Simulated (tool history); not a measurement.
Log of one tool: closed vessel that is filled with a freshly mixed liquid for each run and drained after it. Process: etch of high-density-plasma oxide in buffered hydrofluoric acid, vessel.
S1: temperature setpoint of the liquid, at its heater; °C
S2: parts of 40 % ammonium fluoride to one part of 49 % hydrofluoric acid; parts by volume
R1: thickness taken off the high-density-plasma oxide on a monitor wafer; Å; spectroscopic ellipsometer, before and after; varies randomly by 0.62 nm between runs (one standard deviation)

{"run": 1, "hour": 0.0, "S1": 20.0, "S2": 16.0, "time in the liquid (s)": 95, "R1": 1046.9}
{"run": 2, "hour": 1.7, "S1": 19.5, "S2": 17.0, "time in the liquid (s)": 95, "R1": 976.19}
{"run": 3, "hour": 2.9, "S1": 19.5, "S2": 20.5, "time in the liquid (s)": 95, "R1": 785.44}
{"run": 4, "hour": 4.1, "S1": 19.0, "S2": 20.5, "time in the liquid (s)": 95, "R1": 767.34}
{"run": 5, "hour": 6.0, "S1": 19.0, "S2": 20.5, "time in the liquid (s)": 105, "R1": 868.31}
{"run": 6, "hour": 7.2, "S1": 18.5, "S2": 21.0, "time in the liquid (s)": 105, "R1": 828.41}
{"run": 7, "hour": 8.2, "S1": 18.0, "S2": 21.5, "time in the liquid (s)": 105, "R1": 785.27}

Run 8, settings as shown, results not yet in. Your forecast:
{"run": 8, "hour": 10.1, "S1": 18.0, "S2": 21.5, "time in the liquid (s)": 105, "R1": "?"}

R1: 774.52 Å
